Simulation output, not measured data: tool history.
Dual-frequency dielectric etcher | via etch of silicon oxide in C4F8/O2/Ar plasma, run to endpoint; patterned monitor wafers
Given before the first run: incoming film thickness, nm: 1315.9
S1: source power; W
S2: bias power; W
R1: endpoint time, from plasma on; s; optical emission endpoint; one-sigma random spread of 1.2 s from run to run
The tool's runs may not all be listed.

| run | day | S1 | S2 | R1 |
|---|---|---|---|---|
| 1 | 0.000 | 2170 | 1579 | 270.10 |
| 2 | 0.121 | 2170 | 1810 | 258.68 |
| 3 | 0.162 | 2170 | 2027 | 250.53 |
| 4 | 0.388 | 2170 | 1753 | 260.98 |
| 5 | 0.729 | 2270 | 1767 | 254.89 |
| 6 | 1.008 | 2330 | 1774 | 251.33 |
| 7 | 1.046 | 2370 | 1779 | 250.00 |

Estimate the outcome of run 8 from the log above:
| 8 | 1.192 | 2410 | 1784 | ? |

Run 8 yielded R1 247.35 s.
